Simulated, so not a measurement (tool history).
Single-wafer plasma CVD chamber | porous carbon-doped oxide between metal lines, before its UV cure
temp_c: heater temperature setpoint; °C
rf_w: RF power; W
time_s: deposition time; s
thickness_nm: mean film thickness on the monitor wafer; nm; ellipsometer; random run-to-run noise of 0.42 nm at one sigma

{"run": 1, "hour": 0.0, "temp_c": 275, "rf_w": 420, "time_s": 18.3, "thickness_nm": 105.31}
{"run": 2, "hour": 6.9, "temp_c": 272, "rf_w": 425, "time_s": 18.3, "thickness_nm": 107.81}
{"run": 3, "hour": 14.5, "temp_c": 272, "rf_w": 480, "time_s": 18.3, "thickness_nm": 115.38}
{"run": 4, "hour": 17.9, "temp_c": 272, "rf_w": 520, "time_s": 18.3, "thickness_nm": 120.47}
{"run": 5, "hour": 26.7, "temp_c": 272, "rf_w": 520, "time_s": 18.3, "thickness_nm": 120.19}
{"run": 6, "hour": 30.8, "temp_c": 272, "rf_w": 520, "time_s": 17.4, "thickness_nm": 114.67}

Run 7, settings as shown, results not yet in. Your forecast:
{"run": 7, "hour": 35.7, "temp_c": 270, "rf_w": 525, "time_s": 17.4, "thickness_nm": "?"}

thickness_nm: 116.06 nm

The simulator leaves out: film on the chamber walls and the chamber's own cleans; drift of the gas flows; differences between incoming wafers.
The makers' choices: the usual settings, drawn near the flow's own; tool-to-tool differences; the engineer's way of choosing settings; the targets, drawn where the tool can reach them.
